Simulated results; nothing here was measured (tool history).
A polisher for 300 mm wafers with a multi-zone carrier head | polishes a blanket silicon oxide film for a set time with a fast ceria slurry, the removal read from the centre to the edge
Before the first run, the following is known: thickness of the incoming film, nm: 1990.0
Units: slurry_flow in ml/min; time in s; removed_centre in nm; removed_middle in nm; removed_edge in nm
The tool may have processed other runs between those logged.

run,hour,slurry_flow,centre_zone,middle_zone,edge_zone,time,removed_centre,removed_middle,removed_edge
1,0,150,1,1,1,31,652.71,644.95,639.51
2,5.4,150,1,0.93,1,31,639.22,607.59,625.12
3,7.5,160,0.98,0.97,1,32,657.25,657.28,671.19
4,15.8,175,0.98,0.97,1,32,673.9,661.99,673.96
5,22.8,175,0.98,0.97,0.96,32,674.84,668.31,662.84
6,30.1,195,0.98,0.97,0.96,32,693.78,677.86,669.01
7,38.9,195,0.97,1,0.95,33,719.5,731.12,689.59
8,43.6,195,0.96,1.02,0.96,34,719.16,752.32,712.52

The next listed run, before its measurement:
9,47.8,195,0.95,1.04,0.96,35,?,?,?

Run 9 produced removed_centre 746.52 nm, removed_middle 775.81 nm, removed_edge 729.85 nm.
